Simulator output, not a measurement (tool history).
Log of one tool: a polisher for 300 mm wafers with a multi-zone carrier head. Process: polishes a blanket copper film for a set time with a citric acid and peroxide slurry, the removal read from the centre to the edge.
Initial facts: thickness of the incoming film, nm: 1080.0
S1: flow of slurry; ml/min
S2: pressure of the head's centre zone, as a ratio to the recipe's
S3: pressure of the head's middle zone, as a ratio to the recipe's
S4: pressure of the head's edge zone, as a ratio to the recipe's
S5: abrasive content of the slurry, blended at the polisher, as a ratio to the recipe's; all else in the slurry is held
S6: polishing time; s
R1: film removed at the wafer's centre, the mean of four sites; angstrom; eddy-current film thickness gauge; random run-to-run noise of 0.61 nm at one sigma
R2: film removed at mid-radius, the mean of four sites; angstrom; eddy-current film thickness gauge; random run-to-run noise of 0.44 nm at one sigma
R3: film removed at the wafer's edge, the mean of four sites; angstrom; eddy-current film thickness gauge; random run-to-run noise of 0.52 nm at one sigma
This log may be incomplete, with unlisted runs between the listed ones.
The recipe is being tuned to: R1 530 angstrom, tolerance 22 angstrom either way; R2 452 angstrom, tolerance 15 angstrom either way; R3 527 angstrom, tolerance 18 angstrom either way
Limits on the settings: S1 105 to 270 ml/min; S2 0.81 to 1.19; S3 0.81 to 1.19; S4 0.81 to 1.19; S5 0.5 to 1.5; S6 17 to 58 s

run	hour	S1	S2	S3	S4	S5	S6	R1	R2	R3
1	0	175	1	1	1	1	37	841.94	874.22	855.99
2	4.6	155	1	1	1	1	37	816.31	855.42	846.65
3	8.8	150	1.01	0.94	0.99	0.85	33	701.64	693.73	721.45
4	10.2	150	1.01	0.94	0.93	0.85	33	692.92	676.58	704.29
5	17.9	150	1.01	0.94	0.87	0.85	33	706.22	683.92	680.69
6	23.3	150	1.08	0.94	0.87	0.85	33	760.74	692.41	677.44
7	26.2	145	1.07	0.9	0.88	0.75	31	681.85	599.01	625.53
8	31.8	140	1.05	0.87	0.87	0.65	30	627.34	535.25	571.92
# hour 38.4: worn pad replaced by a new one
9	38.4	110	0.96	0.81	0.93	0.5	30	524.22	471.82	561.89
10	40.4	110	0.97	0.81	0.92	0.5	30	515.95	470.69	557.62
11	45.5	110	0.99	0.81	0.91	0.5	30	531.58	467.55	548.42
12	50.5	110	1	0.81	0.91	0.5	30	541.73	466.41	549.38

Of the 5 settings listed for the next run, only one would bring every result within its allowed miss of target. Which one?
A	55.5	110	0.96	0.83	0.96	0.55	30	?	?	?
B	55.5	105	1.05	0.84	0.95	0.5	28	?	?	?
C	55.5	125	1.1	0.85	0.86	0.5	28	?	?	?
D	55.5	105	0.96	0.88	0.98	0.55	28	?	?	?
E	55.5	145	1.03	0.86	0.85	0.5	28	?	?	?

move	R1	R2	R3
A	526.21	496.92	585.61
B	516.12	450.28	525.05
C	568.16	474.5	516.57
D	484.49	480.77	547.03
E	551.06	494.5	525.32
A: further off than the last run
B: in spec on every target
C: brings the result that was furthest off to its target, and leaves another outside
D: further off than the last run
E: brings the result that was furthest off to its target, and leaves another outside
Move B is the one to make.
